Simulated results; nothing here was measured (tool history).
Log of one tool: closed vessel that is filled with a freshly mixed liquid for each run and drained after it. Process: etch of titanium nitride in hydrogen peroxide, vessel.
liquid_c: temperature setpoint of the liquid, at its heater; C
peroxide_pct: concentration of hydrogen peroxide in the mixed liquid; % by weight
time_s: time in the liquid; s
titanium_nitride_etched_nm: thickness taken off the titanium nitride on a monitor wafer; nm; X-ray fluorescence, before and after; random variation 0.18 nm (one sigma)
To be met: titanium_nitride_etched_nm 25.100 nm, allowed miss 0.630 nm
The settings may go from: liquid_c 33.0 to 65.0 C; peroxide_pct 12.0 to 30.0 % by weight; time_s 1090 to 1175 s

run	hour	liquid_c	peroxide_pct	time_s	titanium_nitride_etched_nm
1	0.0	49.0	23.0	1090	65.221
2	3.7	45.5	23.0	1090	49.909
3	11.6	45.5	23.0	1175	54.695
4	18.0	42.5	23.0	1175	42.431
5	22.9	42.5	27.0	1175	44.715
6	23.8	42.5	24.0	1175	43.876
7	32.3	40.5	24.0	1175	37.159
8	34.5	39.0	24.0	1175	33.552
9	35.8	38.0	24.0	1175	30.333
10	38.5	38.0	24.0	1175	31.114
11	41.8	37.0	24.0	1175	28.180
12	45.1	36.5	24.0	1175	27.266
13	46.1	36.0	24.0	1175	26.583

Which of these 5 next moves meets every target?
A	47.1	37.5	21.0	1175	?
B	47.1	36.0	28.0	1175	?
C	47.1	36.5	23.5	1145	?
D	47.1	36.0	22.0	1090	?
E	47.1	36.0	24.5	1125	?

move	titanium_nitride_etched_nm
A	28.741
B	27.205
C	26.534
D	23.938
E	25.293
A: further off than the last run
B: further off than the last run
C: as far off as the last run
D: takes the result that was furthest off past its target
E: meets every target
Move E is the one to make.
